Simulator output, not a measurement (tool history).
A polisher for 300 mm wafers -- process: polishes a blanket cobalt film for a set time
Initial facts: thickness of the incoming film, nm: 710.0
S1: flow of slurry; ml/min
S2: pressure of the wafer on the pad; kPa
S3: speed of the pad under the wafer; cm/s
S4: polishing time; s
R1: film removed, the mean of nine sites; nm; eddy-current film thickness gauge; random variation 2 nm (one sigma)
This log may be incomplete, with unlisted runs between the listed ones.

run  hour   S1    S2   S3  S4      R1
  1   0.0  150  17.2   88  61  383.92
  2   8.7  150  17.2  102  61  439.91
  3  11.6  150  16.5  100  61  412.16
  4  16.5  150  15.9   98  61  390.35
  5  24.0  150  15.9  118  61  475.75
  6  25.5  150  20.0  118  61  588.07
  7  33.9  150  20.0  118  61  578.83
  8  40.5  150  20.0  118  61  574.73
  9  42.2  145  18.6  114  61  519.74
 10  50.9  140  17.2  110  61  471.51

Run 11 comes next. What will it give?
 11  53.1  140  16.5  106  61   ?

R1: 437.98 nm

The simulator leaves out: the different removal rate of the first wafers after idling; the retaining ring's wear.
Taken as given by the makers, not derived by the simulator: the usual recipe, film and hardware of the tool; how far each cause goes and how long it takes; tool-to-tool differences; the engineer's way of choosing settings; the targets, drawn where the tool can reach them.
